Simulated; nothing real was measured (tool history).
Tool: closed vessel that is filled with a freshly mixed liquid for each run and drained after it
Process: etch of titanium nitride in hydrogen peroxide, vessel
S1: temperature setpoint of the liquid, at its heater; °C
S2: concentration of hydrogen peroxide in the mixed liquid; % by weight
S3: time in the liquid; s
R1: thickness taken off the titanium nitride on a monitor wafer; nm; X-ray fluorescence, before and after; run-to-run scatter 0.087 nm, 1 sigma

Run 1, hour 0: S1 45 °C, S2 25 % by weight, S3 945 s. Result: R1 31.461 nm.
Run 2, hour 2.3: S1 45 °C, S2 20.5 % by weight, S3 945 s. Result: R1 30.602 nm.
Run 3, hour 5.4: S1 45 °C, S2 20.5 % by weight, S3 1015 s. Result: R1 32.897 nm.
Run 4, hour 10.9: S1 40.5 °C, S2 20.5 % by weight, S3 1015 s. Result: R1 23.236 nm.
Run 5, hour 12.2: S1 40.5 °C, S2 24.5 % by weight, S3 1015 s. Result: R1 24.125 nm.
Run 6, hour 14.7: S1 40.5 °C, S2 24.5 % by weight, S3 1015 s. Result: R1 24.506 nm.

Run 7 is up next; what results do you expect?
Run 7, hour 17.9: S1 37.5 °C, S2 24.5 % by weight, S3 1015 s. Result: R1 ?.

R1: 19.251 nm
